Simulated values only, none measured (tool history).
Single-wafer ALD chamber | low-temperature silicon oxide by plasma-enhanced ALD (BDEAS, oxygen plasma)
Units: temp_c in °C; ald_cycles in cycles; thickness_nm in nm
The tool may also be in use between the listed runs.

run,hour,temp_c,ald_cycles,thickness_nm
1,0,85,45,6.584
2,7.7,85,48,7.0139
3,12.8,82,48,7.0677
4,13.6,80,49,7.2444
5,18.1,78,50,7.4867
6,22.7,76,50,7.5358
7,23.6,74,50,7.5461
8,24.4,73,50,7.5606
9,32,72,50,7.5548

Forecast run 10:
10,38.6,71,50,?

thickness_nm: 7.6231 nm
